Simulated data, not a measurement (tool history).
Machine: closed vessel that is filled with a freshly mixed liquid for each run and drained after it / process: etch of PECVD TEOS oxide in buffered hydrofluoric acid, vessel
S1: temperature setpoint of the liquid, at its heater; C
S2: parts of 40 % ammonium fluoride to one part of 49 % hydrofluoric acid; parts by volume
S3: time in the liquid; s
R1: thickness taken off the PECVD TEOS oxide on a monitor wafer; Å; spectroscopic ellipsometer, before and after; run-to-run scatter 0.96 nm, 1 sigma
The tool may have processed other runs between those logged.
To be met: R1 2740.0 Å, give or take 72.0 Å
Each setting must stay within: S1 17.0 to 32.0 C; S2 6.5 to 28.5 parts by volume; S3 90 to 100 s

{"run": 1, "hour": 0.0, "S1": 24.0, "S2": 17.5, "S3": 90, "R1": 1332.5}
{"run": 2, "hour": 4.6, "S1": 25.0, "S2": 17.0, "S3": 90, "R1": 1454.7}
{"run": 3, "hour": 12.1, "S1": 26.0, "S2": 16.5, "S3": 90, "R1": 1580.1}
{"run": 4, "hour": 16.6, "S1": 26.0, "S2": 19.0, "S3": 90, "R1": 1372.6}
{"run": 5, "hour": 23.7, "S1": 27.0, "S2": 18.0, "S3": 90, "R1": 1530.6}
{"run": 6, "hour": 29.9, "S1": 27.0, "S2": 22.5, "S3": 90, "R1": 1274.8}
{"run": 7, "hour": 36.6, "S1": 27.5, "S2": 21.0, "S3": 90, "R1": 1364.7}
{"run": 8, "hour": 40.6, "S1": 31.5, "S2": 15.5, "S3": 90, "R1": 2261.0}
{"run": 9, "hour": 46.2, "S1": 31.5, "S2": 15.0, "S3": 90, "R1": 2316.4}
{"run": 10, "hour": 47.8, "S1": 31.5, "S2": 14.5, "S3": 90, "R1": 2403.6}
{"run": 11, "hour": 51.7, "S1": 32.0, "S2": 12.5, "S3": 90, "R1": 2842.7}

Exercise: of the 4 proposed moves below, exactly one satisfies all targets within the stated allowed misses. Which move is it?
{"run": "A", "hour": 55.6, "S1": 30.0, "S2": 11.0, "S3": 90, "R1": "?"}
{"run": "B", "hour": 55.6, "S1": 32.0, "S2": 12.0, "S3": 90, "R1": "?"}
{"run": "C", "hour": 55.6, "S1": 31.5, "S2": 13.5, "S3": 95, "R1": "?"}
{"run": "D", "hour": 55.6, "S1": 31.5, "S2": 12.5, "S3": 95, "R1": "?"}

move=A R1=2917.1
move=B R1=2974.7
move=C R1=2727.1
move=D R1=2940.0
A: lands further from the targets than the last run did
B: lands further from the targets than the last run did
C: all results in spec
D: lands further from the targets than the last run did
So the answer is move C, the one that meets all the targets.
